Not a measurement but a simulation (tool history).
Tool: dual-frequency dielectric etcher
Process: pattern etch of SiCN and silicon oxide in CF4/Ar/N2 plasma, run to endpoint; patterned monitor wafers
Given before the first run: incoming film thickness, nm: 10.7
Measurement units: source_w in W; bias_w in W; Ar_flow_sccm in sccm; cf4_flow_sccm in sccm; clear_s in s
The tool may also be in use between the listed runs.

run	hour	source_w	bias_w	Ar_flow_sccm	cf4_flow_sccm	clear_s
1	0.0	450	83	111	73	12.157
2	5.4	450	83	126	73	12.247
3	13.2	450	90	126	73	11.856
4	21.9	470	91	126	73	11.396
5	23.7	400	91	126	73	13.166
6	30.2	430	92	126	73	12.378
7	35.9	460	93	126	73	11.521
8	40.8	480	94	126	73	10.968
9	49.3	490	94	126	73	10.707
10	56.1	500	94	126	73	10.629

Run 11 comes next. What will it give?
11	56.9	510	94	126	73	?

{"run 11": {"clear_s": 10.438}}
